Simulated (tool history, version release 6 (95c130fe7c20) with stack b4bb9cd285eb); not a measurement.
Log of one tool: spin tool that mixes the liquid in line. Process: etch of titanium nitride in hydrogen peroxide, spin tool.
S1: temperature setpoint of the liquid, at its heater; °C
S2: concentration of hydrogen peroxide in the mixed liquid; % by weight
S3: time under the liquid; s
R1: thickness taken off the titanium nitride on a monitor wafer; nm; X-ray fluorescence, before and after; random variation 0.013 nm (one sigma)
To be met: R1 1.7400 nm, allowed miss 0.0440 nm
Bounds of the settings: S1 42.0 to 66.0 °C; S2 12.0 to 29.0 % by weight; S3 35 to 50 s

| run | hour | S1 | S2 | S3 | R1 |
|---|---|---|---|---|---|
| 1 | 0.0 | 58.0 | 19.5 | 50 | 2.4858 |
| 2 | 1.0 | 56.0 | 19.5 | 50 | 2.1784 |
| 3 | 3.7 | 61.5 | 19.5 | 50 | 3.1841 |
| 4 | 9.4 | 58.5 | 19.5 | 50 | 2.5847 |
| 5 | 11.4 | 56.5 | 19.5 | 50 | 2.2668 |
| 6 | 20.1 | 55.0 | 19.5 | 50 | 2.0190 |
| 7 | 24.1 | 54.5 | 19.5 | 50 | 1.9637 |
| 8 | 25.5 | 54.0 | 19.5 | 50 | 1.9214 |
| 9 | 27.0 | 53.5 | 19.5 | 50 | 1.8197 |

4 next moves are on the table. One of them brings every result within its allowed miss. Which?
| A | 28.5 | 53.5 | 19.5 | 45 | ? |
| B | 28.5 | 52.5 | 21.5 | 50 | ? |
| C | 28.5 | 52.0 | 19.5 | 50 | ? |
| D | 28.5 | 54.5 | 18.5 | 50 | ? |

| move | R1 |
|---|---|
| A | 1.6452 |
| B | 1.7389 |
| C | 1.6433 |
| D | 1.9396 |
A: takes the result that was furthest off past its target
B: meets every target
C: takes the result that was furthest off past its target
D: further off than the last run
The right move is B.
